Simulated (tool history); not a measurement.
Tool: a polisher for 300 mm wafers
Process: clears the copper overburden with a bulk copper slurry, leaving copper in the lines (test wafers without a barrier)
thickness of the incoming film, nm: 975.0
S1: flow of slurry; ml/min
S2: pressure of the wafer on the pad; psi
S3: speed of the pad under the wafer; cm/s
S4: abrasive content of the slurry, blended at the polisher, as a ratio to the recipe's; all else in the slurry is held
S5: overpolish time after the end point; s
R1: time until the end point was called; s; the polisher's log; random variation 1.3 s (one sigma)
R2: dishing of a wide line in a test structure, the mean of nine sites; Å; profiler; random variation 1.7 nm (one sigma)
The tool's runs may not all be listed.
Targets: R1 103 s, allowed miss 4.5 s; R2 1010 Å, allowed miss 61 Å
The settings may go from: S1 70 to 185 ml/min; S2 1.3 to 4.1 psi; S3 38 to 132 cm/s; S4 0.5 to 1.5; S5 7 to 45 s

run,day,S1,S2,S3,S4,S5,R1,R2
1,0,120,2.7,84,1,23,118.76,756.63
2,0.279,120,2.7,104,1,23,94.818,817.52
3,0.325,120,2.7,104,1,25,98.117,855.79
4,0.633,120,2.1,104,1,25,123.68,733.96
5,0.75,120,1.8,104,1,25,143.27,644.14
6,0.804,120,1.8,92,1,25,159.75,616.54
7,0.879,120,1.9,92,1,26,152.23,667.1
8,1.038,120,2,92,1,27,145.25,713.44

Which of these 4 next moves meets every target?
A,1.196,70,1.5,92,0.85,40,?,?
B,1.196,115,1.7,92,1.1,14,?,?
C,1.196,115,2.3,112,1,14,?,?
D,1.196,130,3.2,82,0.85,37,?,?

move,R1,R2
A,235.74,652.97
B,172.46,433.18
C,107.89,613.93
D,105.3,1015
A: further off than the last run
B: further off than the last run
C: nearer than the last run, and not there yet
D: meets every target
Move D is the one to make.
